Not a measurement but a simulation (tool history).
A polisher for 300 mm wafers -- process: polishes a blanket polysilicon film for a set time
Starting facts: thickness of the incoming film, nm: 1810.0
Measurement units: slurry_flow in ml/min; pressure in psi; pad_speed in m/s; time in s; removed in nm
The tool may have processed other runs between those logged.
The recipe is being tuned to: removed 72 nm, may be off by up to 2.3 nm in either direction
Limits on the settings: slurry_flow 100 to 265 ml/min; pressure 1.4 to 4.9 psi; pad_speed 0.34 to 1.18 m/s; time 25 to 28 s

run	hour	slurry_flow	pressure	pad_speed	time	removed
1	0	170	3.1	0.76	28	197.59
2	4.4	170	3.1	0.76	28	194.15
3	5.6	170	3.8	0.76	28	232.16
4	8.8	170	3.8	0.76	28	235.4
5	10.7	170	3.8	0.84	28	261
6	13.7	170	3.8	0.84	28	259.13
7	16.7	165	3.4	0.76	28	208.04
8	17.2	160	3	0.7	28	173.21
9	25.3	155	2.7	0.64	28	143.54
10	30.9	140	1.8	0.44	28	66.779
11	38.8	145	1.8	0.44	28	66.167

Which one of the following 5 next-run settings gets every result inside its allowed miss? There is exactly one.
A	46.7	150	1.7	0.42	28	?
B	46.7	130	1.8	0.4	28	?
C	46.7	125	2.4	0.34	26	?
D	46.7	145	1.8	0.4	28	?
E	46.7	125	2.1	0.44	27	?

move	removed
A	61.399
B	60.05
C	62.431
D	61.48
E	72.731
A: the biggest miss grows against the last run
B: the biggest miss grows against the last run
C: the biggest miss grows against the last run
D: the biggest miss grows against the last run
E: in spec on every target
Correct choice: E, which meets every target
